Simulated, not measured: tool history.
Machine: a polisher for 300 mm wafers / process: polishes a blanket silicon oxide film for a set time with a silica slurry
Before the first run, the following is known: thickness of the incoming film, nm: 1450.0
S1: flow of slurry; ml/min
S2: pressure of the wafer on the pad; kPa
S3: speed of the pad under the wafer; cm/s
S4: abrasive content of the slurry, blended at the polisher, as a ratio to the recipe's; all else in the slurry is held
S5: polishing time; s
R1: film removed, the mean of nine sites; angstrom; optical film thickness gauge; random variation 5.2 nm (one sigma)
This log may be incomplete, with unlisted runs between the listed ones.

{"run": 1, "hour": 0.0, "S1": 225, "S2": 29.6, "S3": 156, "S4": 1.0, "S5": 100, "R1": 4341.9}
{"run": 2, "hour": 4.2, "S1": 230, "S2": 33.1, "S3": 158, "S4": 1.0, "S5": 100, "R1": 4879.8}
{"run": 3, "hour": 7.5, "S1": 230, "S2": 35.9, "S3": 162, "S4": 1.0, "S5": 100, "R1": 5342.5}
{"run": 4, "hour": 9.3, "S1": 235, "S2": 37.9, "S3": 166, "S4": 1.0, "S5": 100, "R1": 5772.7}
{"run": 5, "hour": 13.2, "S1": 235, "S2": 39.3, "S3": 170, "S4": 1.0, "S5": 100, "R1": 6075.6}
{"run": 6, "hour": 20.6, "S1": 235, "S2": 39.3, "S3": 170, "S4": 0.9, "S5": 100, "R1": 5796.1}
{"run": 7, "hour": 23.4, "S1": 235, "S2": 40.7, "S3": 176, "S4": 0.9, "S5": 100, "R1": 6184.6}

What does the tool deliver on the next run?
{"run": 8, "hour": 24.7, "S1": 235, "S2": 42.1, "S3": 180, "S4": 0.9, "S5": 100, "R1": "?"}

{"run 8": {"R1": 6383.8}}
